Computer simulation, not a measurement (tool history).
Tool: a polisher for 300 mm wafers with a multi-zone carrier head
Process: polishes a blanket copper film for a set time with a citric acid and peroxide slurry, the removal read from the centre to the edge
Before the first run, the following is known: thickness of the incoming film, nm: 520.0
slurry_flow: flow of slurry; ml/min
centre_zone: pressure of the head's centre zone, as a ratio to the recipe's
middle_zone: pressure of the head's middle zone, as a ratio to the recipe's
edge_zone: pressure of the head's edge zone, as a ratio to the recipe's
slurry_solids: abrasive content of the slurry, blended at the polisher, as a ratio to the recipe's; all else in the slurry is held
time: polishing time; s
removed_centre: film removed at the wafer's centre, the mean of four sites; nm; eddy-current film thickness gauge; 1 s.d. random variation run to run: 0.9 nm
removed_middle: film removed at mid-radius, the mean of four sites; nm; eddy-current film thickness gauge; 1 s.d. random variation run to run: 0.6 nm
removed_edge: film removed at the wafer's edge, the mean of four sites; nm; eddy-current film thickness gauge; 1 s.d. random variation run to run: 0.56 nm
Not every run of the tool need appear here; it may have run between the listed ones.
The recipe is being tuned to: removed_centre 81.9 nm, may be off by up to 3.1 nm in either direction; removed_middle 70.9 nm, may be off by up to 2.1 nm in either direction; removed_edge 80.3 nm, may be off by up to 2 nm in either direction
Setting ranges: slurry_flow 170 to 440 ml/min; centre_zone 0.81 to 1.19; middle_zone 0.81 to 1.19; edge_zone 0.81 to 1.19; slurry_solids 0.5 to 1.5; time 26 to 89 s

run  hour  slurry_flow  centre_zone  middle_zone  edge_zone  slurry_solids  time  removed_centre  removed_middle  removed_edge
  1     0          280            1            1          1              1    57          98.599          98.299        101.23
  2   6.6          280            1            1          1              1    52          88.527          90.363        90.253
  3    10          270            1         0.95       0.97           0.95    52          86.297           85.28        88.264
  4  11.1          260         1.01         0.91       0.95            0.9    52          86.779          80.873        86.417
  5  12.1          250         1.01         0.88       0.93           0.85    52          85.522          78.156        84.132
  6  15.4          250         0.97         0.88       0.93           0.85    52          82.148          77.874        84.736
  7  23.9          245         0.98         0.86       0.92            0.8    52          80.599          74.732        82.292
  8  24.5          240         0.99         0.85       0.91            0.8    52          81.118          73.554        82.934

Pick the move, out of 4, that brings all results within their allowed miss; only one does.
  A  25.1          230         1.01         0.82       0.87           0.75    53               ?               ?             ?
  B  25.1          285         0.96          0.9       0.95            0.7    52               ?               ?             ?
  C  25.1          285         0.95         0.87       0.86           0.65    56               ?               ?             ?
  D  25.1          315         1.05         0.81       0.87           0.75    52               ?               ?             ?

move  removed_centre  removed_middle  removed_edge
   A          83.624          71.353        80.617
   B          78.613           76.01        82.288
   C          82.276          78.204        83.195
   D          88.296          71.483        80.987
A: all results in spec
B: puts the biggest miss on target and leaves a different result outside tolerance
C: its largest miss is bigger than the last run's
D: puts the biggest miss on target and leaves a different result outside tolerance
The move that meets every target is A.
